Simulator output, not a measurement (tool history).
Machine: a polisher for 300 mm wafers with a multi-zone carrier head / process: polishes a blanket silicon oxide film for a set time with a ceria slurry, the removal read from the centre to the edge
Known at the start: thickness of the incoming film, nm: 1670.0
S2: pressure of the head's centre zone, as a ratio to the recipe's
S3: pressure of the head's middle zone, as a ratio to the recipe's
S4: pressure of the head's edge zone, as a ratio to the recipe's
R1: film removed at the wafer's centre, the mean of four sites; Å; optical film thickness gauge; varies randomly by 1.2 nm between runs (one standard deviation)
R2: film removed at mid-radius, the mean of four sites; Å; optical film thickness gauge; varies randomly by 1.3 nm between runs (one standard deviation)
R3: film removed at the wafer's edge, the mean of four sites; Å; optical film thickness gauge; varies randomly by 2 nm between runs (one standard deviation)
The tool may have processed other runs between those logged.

Run 1, hour 0: flow of slurry (ml/min) 270, S2 1, S3 1, S4 1, polishing time (s) 69. Result: R1 2238.1 Å, R2 2312.3 Å, R3 2279.7 Å.
Run 2, hour 2.8: flow of slurry (ml/min) 270, S2 0.97, S3 1, S4 1, polishing time (s) 69. Result: R1 2164.2 Å, R2 2284.7 Å, R3 2310.8 Å.
Run 3, hour 7.3: flow of slurry (ml/min) 270, S2 0.97, S3 1, S4 0.94, polishing time (s) 69. Result: R1 2185.6 Å, R2 2310.6 Å, R3 2176.4 Å.
Run 4, hour 13.9: flow of slurry (ml/min) 255, S2 0.92, S3 0.98, S4 0.91, polishing time (s) 63. Result: R1 1858.4 Å, R2 2058.5 Å, R3 2002.5 Å.
Run 5, hour 15: flow of slurry (ml/min) 255, S2 0.92, S3 0.91, S4 0.91, polishing time (s) 63. Result: R1 1837.2 Å, R2 1951.7 Å, R3 1994.5 Å.
Run 6, hour 20.3: flow of slurry (ml/min) 255, S2 0.92, S3 0.91, S4 0.91, polishing time (s) 54. Result: R1 1604.9 Å, R2 1658.1 Å, R3 1745.6 Å.

Run 7 is up next; what results do you expect?
Run 7, hour 21.9: flow of slurry (ml/min) 250, S2 0.9, S3 0.93, S4 0.88, polishing time (s) 53. Result: R1 ?, R2 ?, R3 ?.

{"run 7": {"R1": 1530.6, "R2": 1674.3, "R3": 1654.4}}
